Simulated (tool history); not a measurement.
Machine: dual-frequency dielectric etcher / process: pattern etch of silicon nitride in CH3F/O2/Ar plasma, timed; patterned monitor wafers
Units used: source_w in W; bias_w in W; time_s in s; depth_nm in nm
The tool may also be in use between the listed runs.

run 1 hour=0.0 | source_w=370 bias_w=85 time_s=68.5 | depth_nm=50.301
run 2 hour=3.6 | source_w=350 bias_w=84 time_s=68.5 | depth_nm=49.843
run 3 hour=5.0 | source_w=330 bias_w=82 time_s=68.5 | depth_nm=47.848
run 4 hour=12.5 | source_w=330 bias_w=92 time_s=68.5 | depth_nm=50.751
run 5 hour=19.9 | source_w=310 bias_w=91 time_s=68.5 | depth_nm=49.362
run 6 hour=26.3 | source_w=310 bias_w=103 time_s=68.5 | depth_nm=52.479

Run 7, settings as shown, results not yet in. Your forecast:
run 7 hour=32.0 | source_w=290 bias_w=100 time_s=68.5 | depth_nm=?

{"run 7": {"depth_nm": 50.384}}

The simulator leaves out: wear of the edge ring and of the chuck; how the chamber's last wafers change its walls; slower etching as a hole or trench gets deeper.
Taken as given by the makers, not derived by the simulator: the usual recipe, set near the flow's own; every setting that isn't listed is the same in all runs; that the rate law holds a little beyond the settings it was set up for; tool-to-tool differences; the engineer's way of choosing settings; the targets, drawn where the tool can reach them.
